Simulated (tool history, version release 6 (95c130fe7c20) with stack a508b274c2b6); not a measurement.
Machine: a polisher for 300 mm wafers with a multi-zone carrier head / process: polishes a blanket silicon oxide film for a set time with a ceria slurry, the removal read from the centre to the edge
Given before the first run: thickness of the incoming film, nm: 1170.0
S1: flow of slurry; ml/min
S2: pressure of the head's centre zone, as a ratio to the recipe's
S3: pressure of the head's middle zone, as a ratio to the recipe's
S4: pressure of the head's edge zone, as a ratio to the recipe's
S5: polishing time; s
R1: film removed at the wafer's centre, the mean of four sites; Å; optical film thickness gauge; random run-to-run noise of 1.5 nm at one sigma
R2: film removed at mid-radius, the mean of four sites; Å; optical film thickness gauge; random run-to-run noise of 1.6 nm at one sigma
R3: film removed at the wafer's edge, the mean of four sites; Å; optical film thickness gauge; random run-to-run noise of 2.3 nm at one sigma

run  hour   S1    S2    S3    S4  S5      R1      R2      R3
  1   0.0  140  1.00  1.00  1.00  50  1674.6  1648.5  1674.0
  2   1.2  140  1.00  1.00  1.00  43  1452.3  1433.5  1496.3
  3   9.4  165  1.00  1.00  1.00  43  1493.3  1464.3  1480.7
  4  16.2  140  1.00  1.00  1.00  43  1470.8  1424.6  1459.5
  5  18.4  160  1.00  1.00  1.00  43  1482.7  1450.3  1439.0
  6  24.3  160  1.05  1.00  1.00  43  1541.6  1444.5  1448.9
  7  26.5  155  1.01  1.01  1.03  44  1540.4  1502.3  1518.8
  8  28.1  145  0.98  1.01  1.06  44  1485.4  1473.4  1515.3

Estimate the outcome of run 9 from the log above:
  9  34.4  135  0.95  1.01  1.07  46   ?   ?   ?

Logged for run 9: R1 1478.3 Å, R2 1546.0 Å, R3 1544.7 Å.
